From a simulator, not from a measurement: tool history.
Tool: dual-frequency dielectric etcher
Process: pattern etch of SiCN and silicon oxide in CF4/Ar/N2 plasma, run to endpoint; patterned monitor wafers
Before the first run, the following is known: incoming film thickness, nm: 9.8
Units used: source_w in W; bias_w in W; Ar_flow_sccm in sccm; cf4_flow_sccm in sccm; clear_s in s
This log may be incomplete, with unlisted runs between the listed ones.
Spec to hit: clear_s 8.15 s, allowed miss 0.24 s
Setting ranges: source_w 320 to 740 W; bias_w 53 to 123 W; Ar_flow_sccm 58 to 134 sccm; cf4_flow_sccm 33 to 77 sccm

run  hour  source_w  bias_w  Ar_flow_sccm  cf4_flow_sccm  clear_s
  1     0       530      88            96             55   9.5436
  2   4.3       550      89            96             55   9.1424
  3   7.2       550      89            96             49   9.3054
  4   8.8       560      89            96             49   9.0605
  5  14.6       560      89           104             49   9.2126
  6  22.4       560      83           104             49   9.6731
  7    27       580      83           104             49   9.1068
  8    33       590      83           104             49   9.0669
  9  41.2       600      83           104             49   8.8397

Pick the move, out of 4, that brings all results within their allowed miss; only one does.
  A  49.4       620      82           103             50        ?
  B  49.4       640      78           101             41        ?
  C  49.4       540      78           108             49        ?
  D  49.4       660      70            88             64        ?

move  clear_s
   A   8.5115
   B   8.7292
   C   10.296
   D   8.0655
A: nearer the targets than the last run, but a result is still out of spec
B: nearer the targets than the last run, but a result is still out of spec
C: lands further from the targets than the last run did
D: every result lands within tolerance
The move that meets every target is D.
